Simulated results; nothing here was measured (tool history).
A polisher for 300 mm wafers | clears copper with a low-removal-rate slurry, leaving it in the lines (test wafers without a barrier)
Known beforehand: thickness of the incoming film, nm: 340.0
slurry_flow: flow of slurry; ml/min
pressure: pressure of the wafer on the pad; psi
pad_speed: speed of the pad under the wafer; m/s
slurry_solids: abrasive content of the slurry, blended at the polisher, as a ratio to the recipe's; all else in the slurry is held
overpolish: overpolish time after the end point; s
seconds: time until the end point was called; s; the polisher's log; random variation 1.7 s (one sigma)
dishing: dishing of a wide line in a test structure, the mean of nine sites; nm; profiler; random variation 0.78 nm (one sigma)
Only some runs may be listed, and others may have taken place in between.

run,day,slurry_flow,pressure,pad_speed,slurry_solids,overpolish,seconds,dishing
1,0.000,125,2.6,1.28,1.0,19,94.046,51.213
2,0.267,125,2.6,1.28,1.0,23,97.538,56.855
3,0.592,125,2.4,1.28,1.0,19,100.180,49.238
4,0.754,125,2.3,1.26,1.0,16,101.330,37.374
5,1.046,125,1.7,1.26,1.0,16,126.620,33.271
6,1.179,110,1.7,1.26,1.0,16,133.750,32.857

Estimate the outcome of run 7 from the log above:
7,1.538,120,1.8,1.26,1.0,15,?,?

For run 7 the tool returned seconds 123.120 s, dishing 32.373 nm.
